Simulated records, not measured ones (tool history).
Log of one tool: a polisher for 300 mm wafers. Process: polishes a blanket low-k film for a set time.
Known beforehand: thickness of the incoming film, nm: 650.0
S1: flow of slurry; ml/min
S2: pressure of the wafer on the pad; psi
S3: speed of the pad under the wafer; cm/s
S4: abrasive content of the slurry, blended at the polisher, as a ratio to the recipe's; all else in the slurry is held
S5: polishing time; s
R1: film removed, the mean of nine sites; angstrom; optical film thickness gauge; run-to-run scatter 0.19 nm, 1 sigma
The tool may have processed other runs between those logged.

| run | hour | S1 | S2 | S3 | S4 | S5 | R1 |
|---|---|---|---|---|---|---|---|
| 1 | 0.0 | 295 | 1.9 | 112 | 1.0 | 62 | 294.67 |
| 2 | 5.8 | 295 | 1.9 | 112 | 1.0 | 56 | 265.87 |
| 3 | 7.5 | 345 | 1.9 | 112 | 1.0 | 56 | 266.02 |
| 4 | 15.2 | 390 | 1.9 | 112 | 1.0 | 56 | 269.62 |
| 5 | 19.6 | 390 | 1.9 | 112 | 1.0 | 56 | 270.23 |
| 6 | 27.5 | 320 | 1.9 | 112 | 1.0 | 56 | 269.32 |
| 7 | 35.2 | 320 | 1.8 | 112 | 1.0 | 56 | 252.96 |

Estimate the outcome of run 8 from the log above:
| 8 | 36.6 | 315 | 1.4 | 110 | 1.0 | 56 | ? |

R1: 195.40 angstrom

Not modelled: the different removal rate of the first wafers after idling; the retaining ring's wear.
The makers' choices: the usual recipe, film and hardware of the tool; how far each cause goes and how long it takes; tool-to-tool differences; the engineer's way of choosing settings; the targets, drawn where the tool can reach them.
